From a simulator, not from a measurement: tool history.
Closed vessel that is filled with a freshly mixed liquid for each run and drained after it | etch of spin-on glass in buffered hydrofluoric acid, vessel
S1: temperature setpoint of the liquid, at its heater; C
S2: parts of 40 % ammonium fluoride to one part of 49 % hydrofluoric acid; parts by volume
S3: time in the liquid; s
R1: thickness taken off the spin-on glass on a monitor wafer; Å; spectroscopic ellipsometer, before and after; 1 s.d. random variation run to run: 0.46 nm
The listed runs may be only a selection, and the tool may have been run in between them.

run  hour    S1    S2  S3      R1
  1     0    23  22.5  85  785.07
  2   8.5  22.5  22.5  85  773.63
  3   9.2  22.5  22.5  95     861
  4  10.2  20.5  22.5  95     762
  5  14.9    22  22.5  95  848.26
  6  21.1  25.5  22.5  95  1024.3
  7  25.6    24  22.5  95  939.19
  8  29.8    23  22.5  95  887.23

Predict the results of run 9:
  9  33.7  22  22.5  95   ?

R1: 844.2 Å
